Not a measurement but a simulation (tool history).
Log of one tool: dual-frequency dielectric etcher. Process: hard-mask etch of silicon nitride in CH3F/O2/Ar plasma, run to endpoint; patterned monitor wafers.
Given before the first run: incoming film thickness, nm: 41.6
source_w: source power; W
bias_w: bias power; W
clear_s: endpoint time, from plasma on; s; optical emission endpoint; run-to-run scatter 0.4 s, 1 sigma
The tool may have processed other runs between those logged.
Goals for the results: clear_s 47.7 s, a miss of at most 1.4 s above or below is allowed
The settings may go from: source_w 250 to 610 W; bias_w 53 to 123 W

run  hour  source_w  bias_w  clear_s
  1     0       430      88   55.147
  2   5.3       450      90   54.329
  3  13.3       450     101   52.687
  4  15.9       520     101   49.941
  5  22.4       520      94   51.023
  6  23.7       530      96   50.216
  7  28.6       540      97    49.29
  8  31.4       540      97   49.566
  9  33.6       550      98   48.741

Next run, 4 choices. One meets every target within its allowed miss, the rest don't. Which?
  A  35.8       530      95        ?
  B  35.8       510      97        ?
  C  35.8       550      89        ?
  D  35.8       570     101        ?

move  clear_s
   A   49.777
   B   50.058
   C   50.195
   D   47.703
A: further off than the last run
B: further off than the last run
C: further off than the last run
D: hits every target within its allowed miss
The move that meets every target is D.
